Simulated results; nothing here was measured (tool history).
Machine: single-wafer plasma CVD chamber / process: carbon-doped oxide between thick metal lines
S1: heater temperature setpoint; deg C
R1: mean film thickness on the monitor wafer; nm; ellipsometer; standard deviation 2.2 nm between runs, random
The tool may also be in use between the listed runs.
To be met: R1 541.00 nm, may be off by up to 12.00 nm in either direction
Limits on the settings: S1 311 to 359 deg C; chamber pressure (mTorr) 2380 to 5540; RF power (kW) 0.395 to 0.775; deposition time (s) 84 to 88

{"run": 1, "hour": 0.0, "S1": 335, "chamber pressure (mTorr)": 3960, "RF power (kW)": 0.585, "deposition time (s)": 88, "R1": 469.37}
{"run": 2, "hour": 4.2, "S1": 339, "chamber pressure (mTorr)": 3960, "RF power (kW)": 0.585, "deposition time (s)": 88, "R1": 465.56}
{"run": 3, "hour": 10.9, "S1": 339, "chamber pressure (mTorr)": 3630, "RF power (kW)": 0.585, "deposition time (s)": 88, "R1": 462.01}
{"run": 4, "hour": 13.2, "S1": 339, "chamber pressure (mTorr)": 3630, "RF power (kW)": 0.635, "deposition time (s)": 88, "R1": 481.92}
{"run": 5, "hour": 15.4, "S1": 339, "chamber pressure (mTorr)": 3110, "RF power (kW)": 0.635, "deposition time (s)": 88, "R1": 465.51}
{"run": 6, "hour": 18.7, "S1": 339, "chamber pressure (mTorr)": 3110, "RF power (kW)": 0.715, "deposition time (s)": 88, "R1": 496.54}
{"run": 7, "hour": 24.1, "S1": 338, "chamber pressure (mTorr)": 3260, "RF power (kW)": 0.72, "deposition time (s)": 88, "R1": 502.2}
{"run": 8, "hour": 32.7, "S1": 337, "chamber pressure (mTorr)": 3400, "RF power (kW)": 0.73, "deposition time (s)": 88, "R1": 504.97}
{"run": 9, "hour": 39.9, "S1": 336, "chamber pressure (mTorr)": 3560, "RF power (kW)": 0.74, "deposition time (s)": 88, "R1": 514.85}
{"run": 10, "hour": 44.1, "S1": 335, "chamber pressure (mTorr)": 3650, "RF power (kW)": 0.745, "deposition time (s)": 88, "R1": 519.01}

Consider the 5 candidate settings below. Which is the only one whose results all fall within their allowed miss of target?
{"run": "A", "hour": 48.3, "S1": 335, "chamber pressure (mTorr)": 3790, "RF power (kW)": 0.675, "deposition time (s)": 88, "R1": "?"}
{"run": "B", "hour": 48.3, "S1": 335, "chamber pressure (mTorr)": 3450, "RF power (kW)": 0.74, "deposition time (s)": 88, "R1": "?"}
{"run": "C", "hour": 48.3, "S1": 331, "chamber pressure (mTorr)": 3480, "RF power (kW)": 0.775, "deposition time (s)": 84, "R1": "?"}
{"run": "D", "hour": 48.3, "S1": 330, "chamber pressure (mTorr)": 4140, "RF power (kW)": 0.745, "deposition time (s)": 88, "R1": "?"}
{"run": "E", "hour": 48.3, "S1": 329, "chamber pressure (mTorr)": 3730, "RF power (kW)": 0.755, "deposition time (s)": 84, "R1": "?"}

move=A R1=502.75
move=B R1=516.89
move=C R1=510.52
move=D R1=542.00
move=E R1=512.68
A: its largest miss is bigger than the last run's
B: its largest miss is bigger than the last run's
C: its largest miss is bigger than the last run's
D: in spec on every target
E: its largest miss is bigger than the last run's
The right move is D.
